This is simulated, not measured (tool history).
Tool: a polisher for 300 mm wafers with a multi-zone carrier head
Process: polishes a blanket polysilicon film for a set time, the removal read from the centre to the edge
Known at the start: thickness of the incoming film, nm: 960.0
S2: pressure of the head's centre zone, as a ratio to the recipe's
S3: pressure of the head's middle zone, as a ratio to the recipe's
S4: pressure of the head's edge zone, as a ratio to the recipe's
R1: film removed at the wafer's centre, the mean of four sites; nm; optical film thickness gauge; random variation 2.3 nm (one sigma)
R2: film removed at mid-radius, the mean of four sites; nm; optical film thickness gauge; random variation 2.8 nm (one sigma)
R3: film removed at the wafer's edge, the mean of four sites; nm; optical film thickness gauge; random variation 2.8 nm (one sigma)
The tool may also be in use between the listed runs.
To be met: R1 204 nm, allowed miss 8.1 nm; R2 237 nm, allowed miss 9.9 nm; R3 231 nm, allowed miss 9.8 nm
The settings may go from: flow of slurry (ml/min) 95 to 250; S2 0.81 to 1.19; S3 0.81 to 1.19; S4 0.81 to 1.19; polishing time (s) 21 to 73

Run 1, hour 0: flow of slurry (ml/min) 160, S2 1, S3 1, S4 1, polishing time (s) 47. Result: R1 284.54 nm, R2 280.06 nm, R3 287.16 nm.
Run 2, hour 1.8: flow of slurry (ml/min) 160, S2 0.93, S3 1, S4 1, polishing time (s) 47. Result: R1 266.34 nm, R2 279.23 nm, R3 295.64 nm.
Run 3, hour 5.2: flow of slurry (ml/min) 175, S2 0.93, S3 1, S4 1, polishing time (s) 47. Result: R1 270.09 nm, R2 278.38 nm, R3 292.55 nm.
Run 4, hour 13: flow of slurry (ml/min) 175, S2 0.93, S3 1, S4 0.95, polishing time (s) 47. Result: R1 268.51 nm, R2 278.94 nm, R3 292.02 nm.
Run 5, hour 17.3: flow of slurry (ml/min) 170, S2 0.92, S3 1.02, S4 0.94, polishing time (s) 44. Result: R1 249.67 nm, R2 270.66 nm, R3 274.52 nm.
Run 6, hour 25.3: flow of slurry (ml/min) 170, S2 0.92, S3 1.03, S4 0.93, polishing time (s) 42. Result: R1 240.05 nm, R2 254.83 nm, R3 251.64 nm.
At hour 28.7: edge zone pressure recalibrated.
Run 7, hour 28.7: flow of slurry (ml/min) 170, S2 0.92, S3 1.03, S4 0.93, polishing time (s) 42. Result: R1 236.53 nm, R2 259.93 nm, R3 241.78 nm.
Run 8, hour 29.4: flow of slurry (ml/min) 165, S2 0.9, S3 1.02, S4 0.92, polishing time (s) 42. Result: R1 230.44 nm, R2 258.89 nm, R3 238.76 nm.
Run 9, hour 35.5: flow of slurry (ml/min) 160, S2 0.88, S3 1, S4 0.94, polishing time (s) 42. Result: R1 222.95 nm, R2 251.21 nm, R3 235.13 nm.
Run 10, hour 38.4: flow of slurry (ml/min) 160, S2 0.86, S3 0.99, S4 0.96, polishing time (s) 42. Result: R1 217.61 nm, R2 249.04 nm, R3 244.78 nm.
Run 11, hour 43: flow of slurry (ml/min) 155, S2 0.86, S3 0.98, S4 0.96, polishing time (s) 42. Result: R1 217.04 nm, R2 242.4 nm, R3 242.29 nm.
Run 12, hour 51.5: flow of slurry (ml/min) 150, S2 0.85, S3 0.98, S4 0.96, polishing time (s) 42. Result: R1 210.21 nm, R2 239.67 nm, R3 246.06 nm.
Run 13, hour 59.7: flow of slurry (ml/min) 150, S2 0.85, S3 0.98, S4 0.95, polishing time (s) 42. Result: R1 211.52 nm, R2 243.89 nm, R3 242.6 nm.

4 next moves are on the table. One of them brings every result within its allowed miss. Which?
Run A, hour 67.9: flow of slurry (ml/min) 145, S2 0.9, S3 1.01, S4 0.9, polishing time (s) 43. Result: R1 ?, R2 ?, R3 ?.
Run B, hour 67.9: flow of slurry (ml/min) 155, S2 0.87, S3 0.91, S4 1, polishing time (s) 43. Result: R1 ?, R2 ?, R3 ?.
Run C, hour 67.9: flow of slurry (ml/min) 155, S2 0.83, S3 0.97, S4 0.91, polishing time (s) 41. Result: R1 ?, R2 ?, R3 ?.
Run D, hour 67.9: flow of slurry (ml/min) 135, S2 0.96, S3 1.09, S4 0.97, polishing time (s) 41. Result: R1 ?, R2 ?, R3 ?.

move      R1      R2      R3
   A  229.96   247.7   235.7
   B  225.64  230.19  250.53
   C  205.26  231.59   228.3
   D  229.81   247.8   229.8
A: brings the result that was furthest off to its target, and leaves another outside
B: further off than the last run
C: meets every target
D: brings the result that was furthest off to its target, and leaves another outside
Answer: C

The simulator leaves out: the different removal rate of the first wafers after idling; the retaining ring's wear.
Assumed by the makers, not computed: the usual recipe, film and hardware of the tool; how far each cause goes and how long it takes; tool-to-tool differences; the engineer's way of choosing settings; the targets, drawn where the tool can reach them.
